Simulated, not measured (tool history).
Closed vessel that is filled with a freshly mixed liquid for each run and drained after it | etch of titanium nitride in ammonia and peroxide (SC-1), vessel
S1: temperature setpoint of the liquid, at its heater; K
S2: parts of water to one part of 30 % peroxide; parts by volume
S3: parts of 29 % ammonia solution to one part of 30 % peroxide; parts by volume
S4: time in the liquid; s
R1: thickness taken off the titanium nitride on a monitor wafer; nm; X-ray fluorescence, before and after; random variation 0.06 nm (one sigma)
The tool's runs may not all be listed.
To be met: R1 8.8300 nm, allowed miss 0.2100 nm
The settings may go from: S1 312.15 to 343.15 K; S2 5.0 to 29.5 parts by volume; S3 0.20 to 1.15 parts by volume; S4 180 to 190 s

| run | hour | S1 | S2 | S3 | S4 | R1 |
|---|---|---|---|---|---|---|
| 1 | 0.0 | 328.15 | 16.5 | 0.65 | 180 | 10.0160 |
| 2 | 8.8 | 328.15 | 16.5 | 0.50 | 180 | 9.6082 |
| 3 | 16.9 | 323.65 | 16.5 | 0.50 | 180 | 7.1388 |
| 4 | 18.9 | 323.65 | 16.5 | 0.30 | 180 | 6.4498 |
| 5 | 27.4 | 324.65 | 16.5 | 0.30 | 180 | 6.8902 |
| 6 | 31.0 | 325.15 | 16.5 | 0.30 | 180 | 7.0562 |
| 7 | 32.5 | 325.65 | 16.5 | 0.30 | 180 | 7.3790 |
|  | 34.9 | new drum of ammonia solution connected |
| 8 | 34.9 | 326.15 | 16.5 | 0.30 | 180 | 7.7642 |
| 9 | 36.0 | 326.65 | 16.5 | 0.30 | 180 | 8.1322 |
| 10 | 36.7 | 327.15 | 16.5 | 0.30 | 180 | 8.3398 |

Which of these 4 next moves meets every target?
| A | 37.4 | 327.15 | 15.5 | 0.25 | 190 | ? |
| B | 37.4 | 325.65 | 17.5 | 0.35 | 180 | ? |
| C | 37.4 | 326.15 | 14.0 | 0.35 | 190 | ? |
| D | 37.4 | 328.15 | 22.0 | 0.30 | 180 | ? |

| move | R1 |
|---|---|
| A | 8.7202 |
| B | 7.4302 |
| C | 9.1808 |
| D | 7.5216 |
A: meets every target
B: further off than the last run
C: takes the result that was furthest off past its target
D: further off than the last run
Answer: A
